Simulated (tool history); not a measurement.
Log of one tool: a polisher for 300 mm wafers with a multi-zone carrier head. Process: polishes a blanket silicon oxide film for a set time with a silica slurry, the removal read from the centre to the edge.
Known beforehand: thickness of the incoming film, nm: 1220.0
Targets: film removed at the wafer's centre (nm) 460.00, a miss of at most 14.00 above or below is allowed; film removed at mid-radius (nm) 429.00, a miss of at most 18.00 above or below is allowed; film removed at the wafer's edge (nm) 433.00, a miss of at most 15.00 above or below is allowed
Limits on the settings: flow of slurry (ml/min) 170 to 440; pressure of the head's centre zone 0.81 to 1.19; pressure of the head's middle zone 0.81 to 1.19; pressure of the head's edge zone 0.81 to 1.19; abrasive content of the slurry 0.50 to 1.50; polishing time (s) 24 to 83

run	day	flow of slurry (ml/min)	pressure of the head's centre zone	pressure of the head's middle zone	pressure of the head's edge zone	abrasive content of the slurry	polishing time (s)	film removed at the wafer's centre (nm)	film removed at mid-radius (nm)	film removed at the wafer's edge (nm)
1	0.000	280	1.00	1.00	1.00	1.00	53	340.21	339.85	343.29
2	0.292	280	1.00	1.04	1.00	1.00	53	339.23	338.78	340.95
3	0.667	285	1.01	1.05	1.01	1.05	53	352.58	346.97	352.47
4	0.962	290	1.02	1.06	1.00	1.10	53	356.93	365.31	352.96
5	1.021	290	0.95	1.06	1.00	1.10	53	328.57	361.15	347.34
6	1.275	295	0.98	1.07	1.02	1.15	53	346.90	378.09	364.15
7	1.517	300	1.01	1.07	1.04	1.20	53	366.53	372.90	373.36
8	1.888	300	1.03	1.08	1.05	1.25	53	380.43	387.17	382.93
9	2.217	300	1.05	1.09	1.06	1.30	53	394.64	386.47	387.63
10	2.254	305	1.06	1.10	1.07	1.35	53	401.44	399.74	390.02
11	2.508	310	1.07	1.10	1.08	1.40	53	409.16	402.90	401.65
12	2.688	310	1.08	1.10	1.09	1.40	53	421.48	409.70	399.72
13	2.833	310	1.08	1.10	1.09	1.40	53	416.57	409.90	399.08
# day 2.975: slurry nozzle cleaned
14	2.975	310	1.09	1.09	1.10	1.40	53	428.07	417.01	411.59

Which of these 5 next moves meets every target?
A	3.117	345	1.18	1.02	0.99	1.35	52	?	?	?
B	3.117	270	1.12	1.09	1.12	1.50	55	?	?	?
C	3.117	285	1.10	0.95	1.10	1.45	54	?	?	?
D	3.117	190	1.14	0.86	1.19	1.45	61	?	?	?
E	3.117	195	1.19	0.92	1.06	1.40	60	?	?	?

move	film removed at the wafer's centre (nm)	film removed at mid-radius (nm)	film removed at the wafer's edge (nm)
A	451.23	380.21	381.36
B	455.41	425.59	434.16
C	437.11	376.66	420.62
D	479.69	374.52	474.27
E	489.95	383.59	436.36
A: puts the biggest miss on target and leaves a different result outside tolerance
B: every result within its allowed miss
C: lands further from the targets than the last run did
D: the result that was furthest off in the last run now lies on the other side of its target
E: the result that was furthest off in the last run now lies on the other side of its target
So the answer is move B, the one that meets all the targets.

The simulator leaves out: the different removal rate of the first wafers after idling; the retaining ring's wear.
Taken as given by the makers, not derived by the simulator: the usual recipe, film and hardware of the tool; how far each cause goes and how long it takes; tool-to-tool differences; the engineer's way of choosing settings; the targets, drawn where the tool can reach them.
